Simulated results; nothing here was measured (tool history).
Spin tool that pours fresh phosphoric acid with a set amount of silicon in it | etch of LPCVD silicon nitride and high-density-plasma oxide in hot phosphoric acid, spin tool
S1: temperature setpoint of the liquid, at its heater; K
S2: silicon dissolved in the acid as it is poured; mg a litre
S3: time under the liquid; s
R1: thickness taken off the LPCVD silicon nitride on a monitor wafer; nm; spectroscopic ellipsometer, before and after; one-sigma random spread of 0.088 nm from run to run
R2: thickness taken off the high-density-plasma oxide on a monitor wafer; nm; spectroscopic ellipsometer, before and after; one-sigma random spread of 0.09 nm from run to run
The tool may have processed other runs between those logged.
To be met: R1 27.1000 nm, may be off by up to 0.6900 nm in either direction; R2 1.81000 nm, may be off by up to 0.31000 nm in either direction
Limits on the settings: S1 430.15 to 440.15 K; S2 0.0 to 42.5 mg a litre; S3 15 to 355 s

{"run": 1, "hour": 0.0, "S1": 435.15, "S2": 18.5, "S3": 180, "R1": 15.187, "R2": 0.65734}
{"run": 2, "hour": 2.9, "S1": 435.15, "S2": 24.5, "S3": 180, "R1": 15.128, "R2": 0.55007}
{"run": 3, "hour": 7.9, "S1": 436.15, "S2": 21.0, "S3": 195, "R1": 16.99, "R2": 0.73408}
{"run": 4, "hour": 9.0, "S1": 434.65, "S2": 21.0, "S3": 195, "R1": 16.194, "R2": 0.59968}
{"run": 5, "hour": 14.8, "S1": 434.65, "S2": 21.0, "S3": 160, "R1": 13.205, "R2": 0.55012}
{"run": 6, "hour": 17.2, "S1": 434.65, "S2": 21.0, "S3": 90, "R1": 7.5122, "R2": 0.27281}
{"run": 7, "hour": 22.2, "S1": 435.65, "S2": 19.0, "S3": 125, "R1": 10.747, "R2": 0.47208}
{"hour": 23.3, "done": "thermometer replaced"}
{"run": 8, "hour": 23.3, "S1": 436.65, "S2": 18.0, "S3": 145, "R1": 12.263, "R2": 0.55866}
{"run": 9, "hour": 28.0, "S1": 437.15, "S2": 16.0, "S3": 165, "R1": 14.241, "R2": 0.76488}
{"run": 10, "hour": 32.6, "S1": 437.65, "S2": 15.5, "S3": 185, "R1": 16.272, "R2": 0.85055}
{"run": 11, "hour": 35.8, "S1": 438.15, "S2": 14.0, "S3": 200, "R1": 17.707, "R2": 1.0139}
{"run": 12, "hour": 43.2, "S1": 438.65, "S2": 13.5, "S3": 215, "R1": 19.443, "R2": 1.0973}
{"run": 13, "hour": 46.0, "S1": 438.65, "S2": 12.5, "S3": 225, "R1": 20.356, "R2": 1.0591}

Which one of the following 5 next-run settings gets every result inside its allowed miss? There is exactly one.
{"run": "A", "hour": 48.8, "S1": 439.15, "S2": 0.0, "S3": 190, "R1": "?", "R2": "?"}
{"run": "B", "hour": 48.8, "S1": 439.65, "S2": 3.5, "S3": 275, "R1": "?", "R2": "?"}
{"run": "C", "hour": 48.8, "S1": 440.15, "S2": 7.0, "S3": 285, "R1": "?", "R2": "?"}
{"run": "D", "hour": 48.8, "S1": 438.15, "S2": 19.0, "S3": 290, "R1": "?", "R2": "?"}
{"run": "E", "hour": 48.8, "S1": 440.15, "S2": 0.5, "S3": 180, "R1": "?", "R2": "?"}

move=A R1=17.4830 R2=1.24660
move=B R1=25.7210 R2=1.75140
move=C R1=27.0940 R2=1.75360
move=D R1=25.8250 R2=1.15860
move=E R1=17.1120 R2=1.25750
A: lands further from the targets than the last run did
B: better than the last run, though not everything is in spec
C: all results land within tolerance of their targets
D: better than the last run, though not everything is in spec
E: lands further from the targets than the last run did
The move that meets every target is C.
